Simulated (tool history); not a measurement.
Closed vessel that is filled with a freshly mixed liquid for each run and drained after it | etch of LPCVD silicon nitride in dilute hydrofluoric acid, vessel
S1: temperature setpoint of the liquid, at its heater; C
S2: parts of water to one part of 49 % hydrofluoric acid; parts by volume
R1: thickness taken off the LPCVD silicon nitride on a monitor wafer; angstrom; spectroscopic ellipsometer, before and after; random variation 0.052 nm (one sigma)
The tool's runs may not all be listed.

{"run": 1, "hour": 0.0, "S1": 24, "S2": 155, "time in the liquid (s)": 725, "R1": 27.584}
{"run": 2, "hour": 9.5, "S1": 26.5, "S2": 125, "time in the liquid (s)": 725, "R1": 39.686}
{"run": 3, "hour": 12.3, "S1": 28, "S2": 105, "time in the liquid (s)": 725, "R1": 52.357}
{"run": 4, "hour": 18.6, "S1": 29, "S2": 95, "time in the liquid (s)": 725, "R1": 62.004}
{"run": 5, "hour": 20.8, "S1": 30, "S2": 90, "time in the liquid (s)": 725, "R1": 69.877}
{"run": 6, "hour": 23.7, "S1": 30, "S2": 50, "time in the liquid (s)": 725, "R1": 124.34}
{"run": 7, "hour": 28.0, "S1": 28, "S2": 50, "time in the liquid (s)": 725, "R1": 109.64}

Run 8 comes next. What will it give?
{"run": 8, "hour": 35.9, "S1": 27, "S2": 50, "time in the liquid (s)": 725, "R1": "?"}

R1: 101.81 angstrom
